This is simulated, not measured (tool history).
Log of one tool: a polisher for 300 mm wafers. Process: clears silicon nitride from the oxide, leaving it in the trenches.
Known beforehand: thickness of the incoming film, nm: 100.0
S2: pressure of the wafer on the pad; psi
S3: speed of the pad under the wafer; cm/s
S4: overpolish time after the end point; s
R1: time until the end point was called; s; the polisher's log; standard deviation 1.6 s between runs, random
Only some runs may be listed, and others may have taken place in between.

run 1 hour=0.0 | flow_of_slurry_(ml/min)=200 S2=3.2 S3=98 S4=9 | R1=105.780
run 2 hour=3.8 | flow_of_slurry_(ml/min)=165 S2=3.2 S3=98 S4=9 | R1=108.450
run 3 hour=5.5 | flow_of_slurry_(ml/min)=165 S2=3.8 S3=98 S4=9 | R1=92.719
run 4 hour=11.6 | flow_of_slurry_(ml/min)=160 S2=3.0 S3=94 S4=9 | R1=119.110
run 5 hour=16.0 | flow_of_slurry_(ml/min)=160 S2=3.0 S3=94 S4=7 | R1=120.190
run 6 hour=20.1 | flow_of_slurry_(ml/min)=160 S2=3.0 S3=94 S4=9 | R1=119.720
run 7 hour=21.5 | flow_of_slurry_(ml/min)=155 S2=2.5 S3=92 S4=9 | R1=144.350

What does the tool deliver on the next run?
run 8 hour=23.7 | flow_of_slurry_(ml/min)=145 S2=1.6 S3=92 S4=9 | R1=?

R1: 226.240 s

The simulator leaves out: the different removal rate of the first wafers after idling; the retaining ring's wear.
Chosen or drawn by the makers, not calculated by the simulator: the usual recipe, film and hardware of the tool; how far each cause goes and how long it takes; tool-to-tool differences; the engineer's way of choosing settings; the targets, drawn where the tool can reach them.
